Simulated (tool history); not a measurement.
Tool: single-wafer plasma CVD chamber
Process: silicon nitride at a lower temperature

run,hour,heater temperature setpoint (deg C),chamber pressure (Pa),RF power (kW),deposition time (s),mean film thickness on the monitor wafer (nm)
1,0.0,345,243,0.350,26.1,35.821
2,3.1,345,232,0.340,26.1,34.843
3,11.6,345,232,0.340,26.1,34.762
4,16.0,338,232,0.340,26.1,34.385
5,18.4,338,208,0.340,26.1,33.959
6,19.1,338,180,0.340,26.1,32.446
7,26.6,338,176,0.335,26.1,31.697
8,33.3,338,172,0.335,26.1,31.702
9,39.6,338,169,0.330,26.1,31.000
10,47.7,338,169,0.330,26.1,31.070
11,52.2,338,167,0.330,26.1,30.796
12,55.8,338,145,0.315,26.0,28.723
13,58.9,338,148,0.315,26.0,28.468
14,61.7,338,151,0.315,26.0,28.786
15,70.4,338,153,0.315,26.0,28.969

Run 16 comes next. What will it give?
16,72.9,338,155,0.315,26.0,?

mean film thickness on the monitor wafer (nm): 29.080
